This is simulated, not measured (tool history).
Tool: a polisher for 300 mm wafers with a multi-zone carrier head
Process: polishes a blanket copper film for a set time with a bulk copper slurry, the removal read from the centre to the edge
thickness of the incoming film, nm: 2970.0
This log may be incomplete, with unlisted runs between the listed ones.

run,hour,flow of slurry (ml/min),pressure of the head's centre zone,pressure of the head's middle zone,pressure of the head's edge zone,abrasive content of the slurry,polishing time (s),film removed at the wafer's centre (nm),film removed at mid-radius (nm),film removed at the wafer's edge (nm)
1,0.0,245,1.00,1.00,1.00,1.00,80,780.29,783.14,789.39
2,8.9,230,0.95,0.94,1.02,0.85,79,716.50,711.14,756.49
3,16.7,230,0.95,0.94,1.02,0.85,72,662.65,639.79,683.95
4,20.2,230,0.95,1.01,1.02,0.85,72,637.43,682.67,691.40
5,21.4,230,0.95,1.01,0.97,0.85,72,655.17,687.37,674.98
6,29.8,230,0.95,1.01,0.97,0.85,87,792.16,825.64,817.45
7,30.4,215,0.91,0.96,1.03,0.75,83,698.56,721.99,777.54

What will run 8 give?
8,31.5,205,0.88,0.93,1.06,0.70,81,?,?,?

{"run 8": {"film removed at the wafer's centre (nm)": 646.49, "film removed at mid-radius (nm)": 679.22, "film removed at the wafer's edge (nm)": 747.58}}
